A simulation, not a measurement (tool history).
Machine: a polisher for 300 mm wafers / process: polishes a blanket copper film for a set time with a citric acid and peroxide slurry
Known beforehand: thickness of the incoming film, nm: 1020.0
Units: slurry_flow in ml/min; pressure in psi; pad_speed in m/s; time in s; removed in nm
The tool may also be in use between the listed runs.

run 1 hour=0 | slurry_flow=190 pressure=2.8 pad_speed=0.92 slurry_solids=1 time=25 | removed=46.318
run 2 hour=1.4 | slurry_flow=190 pressure=3.4 pad_speed=0.92 slurry_solids=1 time=25 | removed=55.883
run 3 hour=9.5 | slurry_flow=190 pressure=3.5 pad_speed=0.92 slurry_solids=1 time=25 | removed=57.684
run 4 hour=13.4 | slurry_flow=190 pressure=3.5 pad_speed=0.92 slurry_solids=1 time=23 | removed=53.485
run 5 hour=18.1 | slurry_flow=190 pressure=3.2 pad_speed=0.92 slurry_solids=1 time=23 | removed=48.166
run 6 hour=24.6 | slurry_flow=190 pressure=3.4 pad_speed=0.92 slurry_solids=1 time=23 | removed=50.01
run 7 hour=29.5 | slurry_flow=190 pressure=3.6 pad_speed=0.94 slurry_solids=1 time=23 | removed=54.736

Run 8, settings as shown, results not yet in. Your forecast:
run 8 hour=31.3 | slurry_flow=190 pressure=3.8 pad_speed=0.94 slurry_solids=1 time=23 | removed=?

{"run 8": {"removed": 58.311}}
